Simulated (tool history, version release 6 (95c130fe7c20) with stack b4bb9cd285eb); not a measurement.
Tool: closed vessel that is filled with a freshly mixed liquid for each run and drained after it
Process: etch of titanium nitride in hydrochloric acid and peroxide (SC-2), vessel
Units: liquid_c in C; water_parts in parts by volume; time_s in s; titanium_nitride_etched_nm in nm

run,hour,liquid_c,water_parts,time_s,titanium_nitride_etched_nm
1,0.0,49.0,11.5,260,6.1527
2,7.3,54.0,11.5,260,8.6441
3,16.0,50.5,11.5,260,6.8384
4,18.2,47.0,11.5,260,5.4569
# hour 19.5: new drum of peroxide connected
5,19.5,54.0,11.5,260,9.0574
6,29.0,51.5,11.5,260,7.6409
7,33.6,48.5,11.5,260,6.2759

Run 8 comes next. What will it give?
8,38.7,46.0,12.0,260,?

titanium_nitride_etched_nm: 5.1264 nm

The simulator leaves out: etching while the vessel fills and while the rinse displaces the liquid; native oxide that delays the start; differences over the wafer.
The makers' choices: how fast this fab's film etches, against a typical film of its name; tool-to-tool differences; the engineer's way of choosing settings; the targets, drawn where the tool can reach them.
